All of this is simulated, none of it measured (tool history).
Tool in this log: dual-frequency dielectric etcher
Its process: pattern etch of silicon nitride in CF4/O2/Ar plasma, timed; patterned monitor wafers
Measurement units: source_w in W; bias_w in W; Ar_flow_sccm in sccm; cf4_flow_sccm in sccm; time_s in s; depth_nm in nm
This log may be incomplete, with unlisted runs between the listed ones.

| run | hour | source_w | bias_w | Ar_flow_sccm | cf4_flow_sccm | time_s | depth_nm |
|---|---|---|---|---|---|---|---|
| 1 | 0.0 | 550 | 42 | 77 | 71 | 179.5 | 344.61 |
| 2 | 5.4 | 500 | 42 | 77 | 71 | 179.5 | 322.88 |
| 3 | 13.6 | 460 | 41 | 78 | 71 | 179.5 | 296.80 |
| 4 | 20.4 | 430 | 41 | 78 | 71 | 179.5 | 279.99 |
| 5 | 29.3 | 430 | 35 | 78 | 71 | 179.5 | 259.48 |
| 6 | 32.2 | 510 | 35 | 78 | 71 | 179.5 | 293.71 |
| 7 | 36.9 | 480 | 35 | 78 | 71 | 179.5 | 282.78 |
| 8 | 40.6 | 460 | 35 | 78 | 71 | 179.5 | 274.89 |

Run 9 is up next; what results do you expect?
| 9 | 46.0 | 440 | 35 | 78 | 71 | 179.5 | ? |

{"run 9": {"depth_nm": 263.84}}
